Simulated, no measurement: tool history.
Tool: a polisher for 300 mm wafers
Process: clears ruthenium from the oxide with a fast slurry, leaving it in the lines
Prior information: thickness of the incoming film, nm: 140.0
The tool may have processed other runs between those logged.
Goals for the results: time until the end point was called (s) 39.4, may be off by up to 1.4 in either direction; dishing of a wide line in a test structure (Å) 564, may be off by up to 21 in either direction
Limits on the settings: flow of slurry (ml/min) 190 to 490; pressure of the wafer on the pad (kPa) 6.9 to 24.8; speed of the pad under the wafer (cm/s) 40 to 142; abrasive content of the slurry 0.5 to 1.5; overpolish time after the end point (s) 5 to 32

run	hour	flow of slurry (ml/min)	pressure of the wafer on the pad (kPa)	speed of the pad under the wafer (cm/s)	abrasive content of the slurry	overpolish time after the end point (s)	time until the end point was called (s)	dishing of a wide line in a test structure (Å)
1	0	315	15.9	90	1	16	49.991	328.99
2	4.6	315	18.6	90	1	16	43.434	360.92
3	10.2	315	14.5	90	1	16	53.917	305.97
4	12.5	315	14.5	90	1.15	16	52.175	316.36
5	19.3	315	12.4	90	1.15	16	58.892	285.11
6	20.4	315	12.4	90	1.15	23	58.79	373.67
7	28.3	315	13.8	90	1.15	23	54.024	399.45
8	37	315	15.2	90	1.15	24	49.587	441.64
9	39.7	315	15.9	90	1.15	24	48.45	457.51
10	48.1	315	16.5	90	1.15	24	45.438	454.74
11	49.9	315	17.2	90	1.15	25	45	481.72
12	55.9	315	17.9	90	1.15	25	43.404	507.13
13	59	315	18.6	90	1.15	25	41.24	506.26
14	60	315	19.3	90	1.1	26	40.528	529.75
15	63.4	315	19.3	90	1.1	27	40.701	537.42

5 candidate next runs follow, results not yet known. Just one meets every target within its allowed miss. Identify it.
A	66.8	225	23.4	78	1.25	28	?	?
B	66.8	340	18.6	86	1.25	22	?	?
C	66.8	355	12.4	132	1	31	?	?
D	66.8	270	18.6	94	1.3	23	?	?
E	66.8	360	22.1	70	1.4	31	?	?

move	time until the end point was called (s)	dishing of a wide line in a test structure (Å)
A	39.156	567.58
B	42.177	466.62
C	42.385	574.87
D	38.958	505.79
E	42.421	574.6
A: every result lands within tolerance
B: moves away from the targets compared with the last run
C: the worst result of the last run now meets its target, but another is out of spec
D: moves away from the targets compared with the last run
E: the worst result of the last run now meets its target, but another is out of spec
Go with A: it meets all targets.
